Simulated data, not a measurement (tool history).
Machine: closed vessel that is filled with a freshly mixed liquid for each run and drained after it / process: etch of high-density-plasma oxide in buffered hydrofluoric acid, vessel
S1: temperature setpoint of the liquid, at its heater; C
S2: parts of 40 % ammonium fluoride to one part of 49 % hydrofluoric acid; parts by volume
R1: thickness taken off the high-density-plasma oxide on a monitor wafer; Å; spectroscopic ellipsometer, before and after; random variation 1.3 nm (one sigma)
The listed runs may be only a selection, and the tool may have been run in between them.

Run 1, day 0.000: S1 21.0 C, S2 7.0 parts by volume, time in the liquid (s) 85. Result: R1 1183.60 Å.
Run 2, day 0.062: S1 21.0 C, S2 8.5 parts by volume, time in the liquid (s) 85. Result: R1 963.35 Å.
Run 3, day 0.146: S1 18.5 C, S2 8.5 parts by volume, time in the liquid (s) 85. Result: R1 827.26 Å.
Run 4, day 0.521: S1 18.5 C, S2 8.5 parts by volume, time in the liquid (s) 95. Result: R1 937.55 Å.
Run 5, day 0.904: S1 18.5 C, S2 7.0 parts by volume, time in the liquid (s) 95. Result: R1 1155.90 Å.
Run 6, day 1.033: S1 19.5 C, S2 7.0 parts by volume, time in the liquid (s) 95. Result: R1 1215.70 Å.
Run 7, day 1.358: S1 23.5 C, S2 7.0 parts by volume, time in the liquid (s) 95. Result: R1 1509.00 Å.

Predict the results of run 8:
Run 8, day 1.746: S1 24.0 C, S2 7.0 parts by volume, time in the liquid (s) 95. Result: R1 ?.

R1: 1571.10 Å
